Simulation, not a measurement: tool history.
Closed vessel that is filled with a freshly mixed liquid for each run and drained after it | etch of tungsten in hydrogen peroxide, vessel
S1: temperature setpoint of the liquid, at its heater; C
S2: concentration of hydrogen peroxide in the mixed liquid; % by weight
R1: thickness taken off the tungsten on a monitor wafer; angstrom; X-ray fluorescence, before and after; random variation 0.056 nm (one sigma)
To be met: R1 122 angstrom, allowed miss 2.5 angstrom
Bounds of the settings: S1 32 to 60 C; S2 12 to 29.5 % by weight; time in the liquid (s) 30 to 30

run 1 hour=0 | S1=44 S2=20 time_in_the_liquid_(s)=30 | R1=264.38
run 2 hour=1 | S1=44 S2=20 time_in_the_liquid_(s)=30 | R1=264.53
run 3 hour=3.2 | S1=44 S2=20 time_in_the_liquid_(s)=30 | R1=264.08
run 4 hour=12 | S1=44 S2=20 time_in_the_liquid_(s)=30 | R1=265.31
run 5 hour=19.3 | S1=44 S2=20 time_in_the_liquid_(s)=30 | R1=262.46
run 6 hour=23.9 | S1=41 S2=20 time_in_the_liquid_(s)=30 | R1=219.05
run 7 hour=30.3 | S1=38.5 S2=20 time_in_the_liquid_(s)=30 | R1=186
-- hour=32.4 new drum of peroxide connected
run 8 hour=32.4 | S1=37 S2=20 time_in_the_liquid_(s)=30 | R1=172.34
run 9 hour=39.7 | S1=35.5 S2=19.5 time_in_the_liquid_(s)=30 | R1=154.18
run 10 hour=44.5 | S1=34.5 S2=19.5 time_in_the_liquid_(s)=30 | R1=143.63
run 11 hour=48.8 | S1=34 S2=19.5 time_in_the_liquid_(s)=30 | R1=140.09

Which of these 4 next moves meets every target?
run A hour=53.1 | S1=38.5 S2=16.5 time_in_the_liquid_(s)=30 | R1=?
run B hour=53.1 | S1=32.5 S2=17 time_in_the_liquid_(s)=30 | R1=?
run C hour=53.1 | S1=33.5 S2=14.5 time_in_the_liquid_(s)=30 | R1=?
run D hour=53.1 | S1=32.5 S2=18 time_in_the_liquid_(s)=30 | R1=?

move=A R1=173.53
move=B R1=117.83
move=C R1=116.49
move=D R1=121.25
A: further off than the last run
B: takes the result that was furthest off past its target
C: takes the result that was furthest off past its target
D: meets every target
The right move is D.

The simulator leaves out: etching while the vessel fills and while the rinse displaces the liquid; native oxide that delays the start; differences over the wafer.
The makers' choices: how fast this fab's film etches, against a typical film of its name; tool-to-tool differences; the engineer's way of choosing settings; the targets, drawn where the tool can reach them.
